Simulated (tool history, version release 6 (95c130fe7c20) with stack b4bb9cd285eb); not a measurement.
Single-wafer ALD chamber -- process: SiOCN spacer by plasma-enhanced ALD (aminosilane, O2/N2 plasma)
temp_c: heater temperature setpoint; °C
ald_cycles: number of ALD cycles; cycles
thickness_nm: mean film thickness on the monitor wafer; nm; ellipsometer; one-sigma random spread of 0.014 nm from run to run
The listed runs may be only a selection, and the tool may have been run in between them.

run	hour	temp_c	ald_cycles	thickness_nm
1	0.0	420	68	4.3761
2	4.4	430	68	4.2380
3	7.7	436	68	4.1797
4	16.2	444	68	4.0894
5	21.0	436	73	4.4820
6	26.0	430	76	4.7580

Run 7 is up next; what results do you expect?
7	31.9	424	78	?

Run 7 measured thickness_nm 4.9391 nm.

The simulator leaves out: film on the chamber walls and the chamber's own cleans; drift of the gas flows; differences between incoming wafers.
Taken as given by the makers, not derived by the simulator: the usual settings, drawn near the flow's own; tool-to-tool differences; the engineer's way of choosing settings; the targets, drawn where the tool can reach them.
